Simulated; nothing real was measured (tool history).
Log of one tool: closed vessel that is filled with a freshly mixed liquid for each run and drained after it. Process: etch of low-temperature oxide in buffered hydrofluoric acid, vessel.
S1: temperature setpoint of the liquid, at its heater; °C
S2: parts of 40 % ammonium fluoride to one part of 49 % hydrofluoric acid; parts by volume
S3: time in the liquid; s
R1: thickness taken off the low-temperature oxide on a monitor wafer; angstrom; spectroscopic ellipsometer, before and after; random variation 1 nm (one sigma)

{"run": 1, "day": 0.0, "S1": 22, "S2": 8.5, "S3": 90, "R1": 4722.5}
{"run": 2, "day": 0.067, "S1": 21.5, "S2": 8.5, "S3": 90, "R1": 4568.2}
{"run": 3, "day": 0.379, "S1": 21.5, "S2": 7, "S3": 90, "R1": 5650}
{"run": 4, "day": 0.517, "S1": 18, "S2": 7, "S3": 90, "R1": 4648.8}
{"run": 5, "day": 0.9, "S1": 18, "S2": 7, "S3": 90, "R1": 4618.4}
{"run": 6, "day": 1.062, "S1": 18, "S2": 7, "S3": 95, "R1": 4934.9}

Forecast run 7:
{"run": 7, "day": 1.262, "S1": 18, "S2": 7.5, "S3": 95, "R1": "?"}

R1: 4553 angstrom

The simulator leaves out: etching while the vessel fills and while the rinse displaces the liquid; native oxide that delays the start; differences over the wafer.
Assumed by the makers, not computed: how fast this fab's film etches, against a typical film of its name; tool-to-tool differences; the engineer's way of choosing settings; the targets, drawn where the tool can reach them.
